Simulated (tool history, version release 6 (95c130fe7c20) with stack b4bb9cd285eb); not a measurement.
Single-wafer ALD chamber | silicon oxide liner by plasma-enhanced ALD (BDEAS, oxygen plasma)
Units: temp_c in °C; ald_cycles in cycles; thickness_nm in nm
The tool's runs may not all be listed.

run	hour	temp_c	ald_cycles	thickness_nm
1	0.0	310	74	7.1209
2	7.0	301	74	7.2289
3	13.4	305	74	7.2519
4	19.3	312	74	7.1136
5	23.9	311	77	7.4493
6	28.0	311	79	7.6730
7	30.7	311	81	7.7928

The next listed run, before its measurement:
8	38.2	311	83	?

{"run 8": {"thickness_nm": 7.9403}}
